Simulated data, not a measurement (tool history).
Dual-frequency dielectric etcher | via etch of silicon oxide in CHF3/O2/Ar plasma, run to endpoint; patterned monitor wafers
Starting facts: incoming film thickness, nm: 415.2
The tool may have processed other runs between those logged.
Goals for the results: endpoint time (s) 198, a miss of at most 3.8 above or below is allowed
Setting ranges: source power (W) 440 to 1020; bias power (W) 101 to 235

run  hour  source power (W)  bias power (W)  endpoint time (s)
  1     0               730             168             221.24
  2   8.1               750             169             219.68
  3   9.2               770             170             216.64
  4  14.6               770             144             230.42
  5  15.9               770             133             232.24
  6  17.4               800             136             227.78
  7  22.5               820             138             227.37
  8  26.2               840             142             223.31
  9  34.4               860             146             218.51
 10  37.8               880             148             217.21
 11  39.8               890             151             215.69
 12  41.8               900             154             213.76
 13  42.5               910             156             212.77

Next run, 5 choices. One meets every target within its allowed miss, the rest don't. Which?
  A  43.2              1000             174                  ?
  B  43.2               770             116                  ?
  C  43.2               860             150                  ?
  D  43.2              1020             190                  ?
  E  43.2              1020             212                  ?

move  endpoint time (s)
   A             196.64
   B             238.26
   C             215.15
   D             190.54
   E             184.52
A: meets every target
B: its largest miss is bigger than the last run's
C: its largest miss is bigger than the last run's
D: carries the result that was furthest off beyond its target, to the other side
E: carries the result that was furthest off beyond its target, to the other side
Go with A: it meets all targets.
